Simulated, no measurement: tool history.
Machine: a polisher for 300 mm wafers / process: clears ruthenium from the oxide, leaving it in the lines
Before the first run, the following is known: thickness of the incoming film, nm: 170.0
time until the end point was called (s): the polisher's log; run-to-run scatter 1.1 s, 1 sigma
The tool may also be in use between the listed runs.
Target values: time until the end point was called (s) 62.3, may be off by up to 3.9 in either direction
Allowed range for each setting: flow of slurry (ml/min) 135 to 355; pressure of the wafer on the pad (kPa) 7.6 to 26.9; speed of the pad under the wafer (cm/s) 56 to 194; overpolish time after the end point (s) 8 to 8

run  hour  flow of slurry (ml/min)  pressure of the wafer on the pad (kPa)  speed of the pad under the wafer (cm/s)  overpolish time after the end point (s)  time until the end point was called (s)
  1     0                      225                                    17.2                                      124                                        8                                    110.7
  2   2.4                      225                                    17.2                                      124                                        8                                    106.2
  3   9.1                      225                                    18.6                                      126                                        8                                   100.09
  4  10.9                      270                                    18.6                                      126                                        8                                   93.678
  5  13.3                      270                                    19.3                                      126                                        8                                   93.822
  6  16.9                      270                                      20                                      128                                        8                                   88.524
  7  18.1                      270                                    20.7                                      130                                        8                                   88.204
  8  26.1                      275                                    21.4                                      134                                        8                                   79.426

Of the 4 settings listed for the next run, only one would bring every result within its allowed miss of target. Which one?
  A  34.1                      150                                    18.6                                      120                                        8                                        ?
  B  34.1                      320                                    22.1                                      162                                        8                                        ?
  C  34.1                      260                                    18.6                                      106                                        8                                        ?
  D  34.1                      150                                    18.6                                      132                                        8                                        ?

move  time until the end point was called (s)
   A                                   112.46
   B                                   64.265
   C                                   116.82
   D                                   102.53
A: misses by more than the last run did
B: in spec on every target
C: misses by more than the last run did
D: misses by more than the last run did
The move that meets every target is B.
